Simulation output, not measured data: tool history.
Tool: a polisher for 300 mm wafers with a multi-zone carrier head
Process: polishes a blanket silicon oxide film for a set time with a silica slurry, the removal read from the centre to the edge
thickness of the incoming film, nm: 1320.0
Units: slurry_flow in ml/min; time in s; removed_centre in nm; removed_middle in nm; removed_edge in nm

run,hour,slurry_flow,centre_zone,middle_zone,edge_zone,slurry_solids,time,removed_centre,removed_middle,removed_edge
1,0.0,310,1.00,1.00,1.00,1.00,67,221.66,224.23,217.95
2,4.1,310,1.00,1.00,1.00,0.85,67,205.28,211.80,200.57
3,8.1,315,1.00,1.03,1.01,0.95,69,224.42,228.04,223.05
4,14.5,310,0.99,1.06,0.97,1.05,72,245.80,259.70,237.22
5,21.9,310,0.99,1.08,0.97,1.15,73,256.72,274.36,244.57
6,26.5,310,1.06,1.08,0.97,1.15,73,269.69,286.92,249.71
7,35.1,315,1.07,1.10,1.01,1.20,74,280.42,293.94,264.01

Forecast run 8:
8,37.9,315,1.06,1.12,1.02,1.25,75,?,?,?

Run 8 gave removed_centre 286.42 nm, removed_middle 304.46 nm, removed_edge 272.73 nm.
